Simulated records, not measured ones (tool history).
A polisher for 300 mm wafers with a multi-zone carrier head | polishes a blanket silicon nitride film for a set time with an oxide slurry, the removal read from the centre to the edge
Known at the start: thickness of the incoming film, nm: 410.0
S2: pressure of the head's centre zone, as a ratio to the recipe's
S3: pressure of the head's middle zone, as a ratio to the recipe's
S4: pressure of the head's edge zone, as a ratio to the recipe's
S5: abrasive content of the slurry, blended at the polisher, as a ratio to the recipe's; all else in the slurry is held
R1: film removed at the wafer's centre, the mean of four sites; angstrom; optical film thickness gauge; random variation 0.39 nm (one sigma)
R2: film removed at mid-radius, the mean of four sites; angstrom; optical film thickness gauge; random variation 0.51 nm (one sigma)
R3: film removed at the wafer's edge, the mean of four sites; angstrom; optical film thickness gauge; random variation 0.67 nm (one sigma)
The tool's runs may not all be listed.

Run 1, hour 0.0: flow of slurry (ml/min) 270, S2 1.00, S3 1.00, S4 1.00, S5 1.00, polishing time (s) 60. Result: R1 465.56 angstrom, R2 470.89 angstrom, R3 444.39 angstrom.
Run 2, hour 6.0: flow of slurry (ml/min) 230, S2 1.00, S3 1.00, S4 1.00, S5 1.00, polishing time (s) 60. Result: R1 457.84 angstrom, R2 458.76 angstrom, R3 435.48 angstrom.
Run 3, hour 11.7: flow of slurry (ml/min) 245, S2 1.00, S3 1.01, S4 1.03, S5 1.05, polishing time (s) 60. Result: R1 468.18 angstrom, R2 476.50 angstrom, R3 451.06 angstrom.
Run 4, hour 19.2: flow of slurry (ml/min) 245, S2 1.00, S3 1.08, S4 1.03, S5 1.05, polishing time (s) 60. Result: R1 467.86 angstrom, R2 502.35 angstrom, R3 464.99 angstrom.
Run 5, hour 20.9: flow of slurry (ml/min) 245, S2 1.00, S3 1.08, S4 0.99, S5 1.05, polishing time (s) 60. Result: R1 469.99 angstrom, R2 498.83 angstrom, R3 445.67 angstrom.
Run 6, hour 25.4: flow of slurry (ml/min) 260, S2 1.00, S3 1.08, S4 1.02, S5 1.05, polishing time (s) 60. Result: R1 467.72 angstrom, R2 499.06 angstrom, R3 450.18 angstrom.
Run 7, hour 29.7: flow of slurry (ml/min) 250, S2 1.00, S3 1.07, S4 1.04, S5 1.10, polishing time (s) 60. Result: R1 475.14 angstrom, R2 500.04 angstrom, R3 471.06 angstrom.
Run 8, hour 31.6: flow of slurry (ml/min) 255, S2 1.00, S3 1.08, S4 1.06, S5 1.10, polishing time (s) 60. Result: R1 480.95 angstrom, R2 506.10 angstrom, R3 464.83 angstrom.
Run 9, hour 40.3: flow of slurry (ml/min) 240, S2 0.99, S3 1.07, S4 1.07, S5 1.15, polishing time (s) 60. Result: R1 477.47 angstrom, R2 519.44 angstrom, R3 473.38 angstrom.
Run 10, hour 42.8: flow of slurry (ml/min) 245, S2 0.98, S3 1.04, S4 1.09, S5 1.15, polishing time (s) 61. Result: R1 486.79 angstrom, R2 510.59 angstrom, R3 498.53 angstrom.
Run 11, hour 48.5: flow of slurry (ml/min) 250, S2 0.98, S3 1.04, S4 1.10, S5 1.15, polishing time (s) 61. Result: R1 488.50 angstrom, R2 509.61 angstrom, R3 488.11 angstrom.

The next listed run, before its measurement:
Run 12, hour 53.7: flow of slurry (ml/min) 245, S2 0.97, S3 1.04, S4 1.11, S5 1.20, polishing time (s) 61. Result: R1 ?, R2 ?, R3 ?.

{"run 12": {"R1": 478.88, "R2": 517.71, "R3": 501.03}}
